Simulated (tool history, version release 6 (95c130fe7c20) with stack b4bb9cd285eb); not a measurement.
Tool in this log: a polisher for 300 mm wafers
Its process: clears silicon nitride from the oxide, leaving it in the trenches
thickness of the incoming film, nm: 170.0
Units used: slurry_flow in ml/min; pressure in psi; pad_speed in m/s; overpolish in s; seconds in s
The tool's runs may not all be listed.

| run | hour | slurry_flow | pressure | pad_speed | overpolish | seconds |
|---|---|---|---|---|---|---|
| 1 | 0.0 | 315 | 3.5 | 1.28 | 5 | 134.19 |
| 2 | 4.7 | 315 | 3.5 | 1.14 | 5 | 144.22 |
| 3 | 12.4 | 315 | 3.5 | 0.98 | 5 | 167.72 |
| 4 | 19.5 | 315 | 3.5 | 1.08 | 5 | 156.70 |
| 5 | 21.0 | 315 | 3.5 | 0.80 | 5 | 206.98 |
| 6 | 23.8 | 315 | 3.5 | 0.80 | 5 | 207.15 |

For run 7, what comes out?
| 7 | 31.6 | 315 | 3.6 | 0.80 | 5 | ? |

seconds: 200.38 s
